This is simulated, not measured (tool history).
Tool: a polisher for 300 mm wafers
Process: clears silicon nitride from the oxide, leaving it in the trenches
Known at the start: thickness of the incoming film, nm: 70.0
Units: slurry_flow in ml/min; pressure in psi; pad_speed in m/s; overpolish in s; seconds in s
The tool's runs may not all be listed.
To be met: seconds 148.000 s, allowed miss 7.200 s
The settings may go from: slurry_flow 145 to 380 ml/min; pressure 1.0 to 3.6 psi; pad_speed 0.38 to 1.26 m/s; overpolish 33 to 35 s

run	day	slurry_flow	pressure	pad_speed	overpolish	seconds
1	0.000	245	2.3	0.82	33	100.880
2	0.125	245	2.1	0.82	33	108.860
3	0.221	245	2.0	0.82	33	113.260
4	0.571	225	2.0	0.82	33	113.380
5	0.821	225	2.4	0.82	33	102.760
6	0.900	220	2.2	0.82	33	106.640
7	0.971	220	2.0	0.82	33	113.500
8	1.117	220	1.9	0.82	33	116.400
9	1.212	220	1.8	0.82	33	119.200

5 next moves are on the table. One of them brings every result within its allowed miss. Which?
A	1.308	375	1.4	0.62	35	?
B	1.308	165	1.8	0.58	33	?
C	1.308	145	2.0	0.64	35	?
D	1.308	165	2.2	0.88	33	?
E	1.308	170	2.4	1.04	33	?

move	seconds
A	160.830
B	164.700
C	147.970
D	105.580
E	86.621
A: takes the result that was furthest off past its target
B: takes the result that was furthest off past its target
C: meets every target
D: further off than the last run
E: further off than the last run
The right move is C.
